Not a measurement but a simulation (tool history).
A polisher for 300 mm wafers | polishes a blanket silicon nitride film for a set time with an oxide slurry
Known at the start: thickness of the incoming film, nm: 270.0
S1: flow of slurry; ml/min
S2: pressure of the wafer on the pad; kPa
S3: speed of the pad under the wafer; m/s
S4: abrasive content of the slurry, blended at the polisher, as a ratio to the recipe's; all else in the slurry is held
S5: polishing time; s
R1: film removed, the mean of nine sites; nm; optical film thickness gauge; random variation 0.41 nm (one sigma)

run 1 hour=0.0 | S1=305 S2=26.9 S3=1.00 S4=1.0 S5=96 | R1=59.530
run 2 hour=7.1 | S1=310 S2=27.6 S3=1.00 S4=1.0 S5=96 | R1=60.244
run 3 hour=14.9 | S1=310 S2=28.3 S3=1.00 S4=1.0 S5=96 | R1=61.459
run 4 hour=23.1 | S1=310 S2=29.6 S3=1.00 S4=1.0 S5=96 | R1=63.574
run 5 hour=25.1 | S1=310 S2=29.6 S3=1.00 S4=0.8 S5=96 | R1=56.728
run 6 hour=28.2 | S1=310 S2=30.3 S3=1.00 S4=0.8 S5=96 | R1=58.448
run 7 hour=29.0 | S1=310 S2=31.0 S3=1.00 S4=0.8 S5=96 | R1=60.180

Run 8 comes next. What will it give?
run 8 hour=37.8 | S1=310 S2=31.7 S3=1.00 S4=0.8 S5=96 | R1=?

Run 8 gave R1 60.952 nm.
